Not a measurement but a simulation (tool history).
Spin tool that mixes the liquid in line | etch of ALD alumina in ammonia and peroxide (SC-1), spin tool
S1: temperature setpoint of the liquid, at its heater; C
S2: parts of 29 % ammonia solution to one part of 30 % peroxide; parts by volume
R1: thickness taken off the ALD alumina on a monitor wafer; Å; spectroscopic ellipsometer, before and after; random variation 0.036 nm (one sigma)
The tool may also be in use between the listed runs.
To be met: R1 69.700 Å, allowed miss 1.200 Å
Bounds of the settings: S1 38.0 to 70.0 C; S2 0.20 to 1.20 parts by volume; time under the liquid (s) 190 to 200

{"run": 1, "hour": 0.0, "S1": 54.0, "S2": 0.9, "time under the liquid (s)": 190, "R1": 139.21}
{"run": 2, "hour": 7.4, "S1": 51.0, "S2": 0.9, "time under the liquid (s)": 190, "R1": 118.89}
{"run": 3, "hour": 13.0, "S1": 58.0, "S2": 0.9, "time under the liquid (s)": 190, "R1": 171.37}
{"run": 4, "hour": 14.9, "S1": 54.0, "S2": 0.9, "time under the liquid (s)": 190, "R1": 138.88}
{"run": 5, "hour": 21.6, "S1": 60.5, "S2": 0.9, "time under the liquid (s)": 190, "R1": 192.77}
{"run": 6, "hour": 29.4, "S1": 63.5, "S2": 0.9, "time under the liquid (s)": 190, "R1": 226.66}
{"run": 7, "hour": 31.2, "S1": 55.5, "S2": 0.85, "time under the liquid (s)": 190, "R1": 150.38}
{"run": 8, "hour": 33.7, "S1": 52.0, "S2": 0.85, "time under the liquid (s)": 190, "R1": 123.62}
{"run": 9, "hour": 42.2, "S1": 49.5, "S2": 0.85, "time under the liquid (s)": 190, "R1": 107.55}
{"run": 10, "hour": 44.0, "S1": 47.5, "S2": 0.85, "time under the liquid (s)": 190, "R1": 97.113}
{"run": 11, "hour": 46.2, "S1": 47.5, "S2": 0.85, "time under the liquid (s)": 190, "R1": 96.685}
{"run": 12, "hour": 53.2, "S1": 46.0, "S2": 0.85, "time under the liquid (s)": 190, "R1": 89.229}
{"run": 13, "hour": 55.7, "S1": 45.0, "S2": 0.85, "time under the liquid (s)": 190, "R1": 83.301}
{"run": 14, "hour": 58.9, "S1": 41.0, "S2": 0.85, "time under the liquid (s)": 190, "R1": 66.734}

Which of these 5 next moves meets every target?
{"run": "A", "hour": 62.1, "S1": 42.0, "S2": 1.2, "time under the liquid (s)": 190, "R1": "?"}
{"run": "B", "hour": 62.1, "S1": 42.0, "S2": 0.75, "time under the liquid (s)": 190, "R1": "?"}
{"run": "C", "hour": 62.1, "S1": 40.0, "S2": 1.0, "time under the liquid (s)": 190, "R1": "?"}
{"run": "D", "hour": 62.1, "S1": 40.5, "S2": 0.9, "time under the liquid (s)": 190, "R1": "?"}
{"run": "E", "hour": 62.1, "S1": 41.5, "S2": 0.5, "time under the liquid (s)": 190, "R1": "?"}

move=A R1=73.120
move=B R1=69.908
move=C R1=63.914
move=D R1=65.164
move=E R1=65.324
A: takes the result that was furthest off past its target
B: meets every target
C: further off than the last run
D: further off than the last run
E: further off than the last run
Answer: B

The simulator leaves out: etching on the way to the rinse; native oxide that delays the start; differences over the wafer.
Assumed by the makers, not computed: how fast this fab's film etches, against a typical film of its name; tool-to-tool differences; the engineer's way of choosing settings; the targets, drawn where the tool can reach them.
